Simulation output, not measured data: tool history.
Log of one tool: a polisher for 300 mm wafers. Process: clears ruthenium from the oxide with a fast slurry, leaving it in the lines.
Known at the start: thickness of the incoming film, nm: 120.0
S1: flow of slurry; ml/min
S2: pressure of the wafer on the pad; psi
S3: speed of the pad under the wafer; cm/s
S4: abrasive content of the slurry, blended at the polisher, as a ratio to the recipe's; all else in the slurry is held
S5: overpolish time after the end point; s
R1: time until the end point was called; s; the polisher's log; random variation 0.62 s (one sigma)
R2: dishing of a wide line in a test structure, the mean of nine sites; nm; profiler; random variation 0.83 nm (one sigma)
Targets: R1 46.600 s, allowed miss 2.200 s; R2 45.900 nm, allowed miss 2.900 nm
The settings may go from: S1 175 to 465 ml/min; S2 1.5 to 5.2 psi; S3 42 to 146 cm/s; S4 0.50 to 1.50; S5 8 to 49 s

Run 1, hour 0.0: S1 295 ml/min, S2 3.3 psi, S3 94 cm/s, S4 1.00, S5 25 s. Result: R1 25.030 s, R2 67.854 nm.
Run 2, hour 6.6: S1 260 ml/min, S2 3.3 psi, S3 94 cm/s, S4 1.00, S5 25 s. Result: R1 25.611 s, R2 68.367 nm.
Run 3, hour 13.2: S1 260 ml/min, S2 3.1 psi, S3 94 cm/s, S4 1.00, S5 25 s. Result: R1 27.585 s, R2 66.459 nm.
Run 4, hour 19.5: S1 260 ml/min, S2 3.1 psi, S3 94 cm/s, S4 0.90, S5 25 s. Result: R1 28.942 s, R2 66.355 nm.
Run 5, hour 27.4: S1 260 ml/min, S2 3.1 psi, S3 94 cm/s, S4 1.00, S5 25 s. Result: R1 27.544 s, R2 66.081 nm.
Run 6, hour 28.0: S1 260 ml/min, S2 3.1 psi, S3 94 cm/s, S4 1.00, S5 29 s. Result: R1 27.863 s, R2 72.597 nm.
Run 7, hour 32.3: S1 260 ml/min, S2 2.9 psi, S3 94 cm/s, S4 1.00, S5 28 s. Result: R1 28.484 s, R2 69.339 nm.
Run 8, hour 36.6: S1 260 ml/min, S2 2.7 psi, S3 92 cm/s, S4 1.00, S5 27 s. Result: R1 31.361 s, R2 65.939 nm.
Run 9, hour 40.7: S1 260 ml/min, S2 2.7 psi, S3 92 cm/s, S4 1.00, S5 27 s. Result: R1 31.239 s, R2 66.363 nm.
Run 10, hour 44.9: S1 260 ml/min, S2 2.5 psi, S3 90 cm/s, S4 1.00, S5 26 s. Result: R1 33.206 s, R2 58.823 nm.
Run 11, hour 50.7: S1 260 ml/min, S2 2.4 psi, S3 90 cm/s, S4 1.00, S5 26 s. Result: R1 35.193 s, R2 57.392 nm.
Run 12, hour 57.3: S1 260 ml/min, S2 2.3 psi, S3 90 cm/s, S4 1.00, S5 26 s. Result: R1 37.529 s, R2 55.916 nm.
Run 13, hour 60.6: S1 260 ml/min, S2 2.2 psi, S3 90 cm/s, S4 1.00, S5 26 s. Result: R1 38.347 s, R2 55.598 nm.
Run 14, hour 62.9: S1 260 ml/min, S2 2.1 psi, S3 90 cm/s, S4 1.00, S5 26 s. Result: R1 40.714 s, R2 54.982 nm.

5 next moves are on the table. One of them brings every result within its allowed miss. Which?
Run A, hour 65.2: S1 180 ml/min, S2 1.9 psi, S3 88 cm/s, S4 0.85, S5 27 s. Result: R1 ?, R2 ?.
Run B, hour 65.2: S1 300 ml/min, S2 1.8 psi, S3 94 cm/s, S4 0.90, S5 24 s. Result: R1 ?, R2 ?.
Run C, hour 65.2: S1 270 ml/min, S2 1.8 psi, S3 68 cm/s, S4 1.15, S5 22 s. Result: R1 ?, R2 ?.
Run D, hour 65.2: S1 270 ml/min, S2 1.7 psi, S3 78 cm/s, S4 0.95, S5 23 s. Result: R1 ?, R2 ?.
Run E, hour 65.2: S1 315 ml/min, S2 1.8 psi, S3 78 cm/s, S4 1.15, S5 19 s. Result: R1 ?, R2 ?.

move      R1      R2
   A  52.020  46.411
   B  47.203  45.716
   C  52.107  39.727
   D  55.272  39.281
   E  46.913  38.458
A: brings the result that was furthest off to its target, and leaves another outside
B: meets every target
C: takes the result that was furthest off past its target
D: takes the result that was furthest off past its target
E: takes the result that was furthest off past its target
Move B is the one to make.
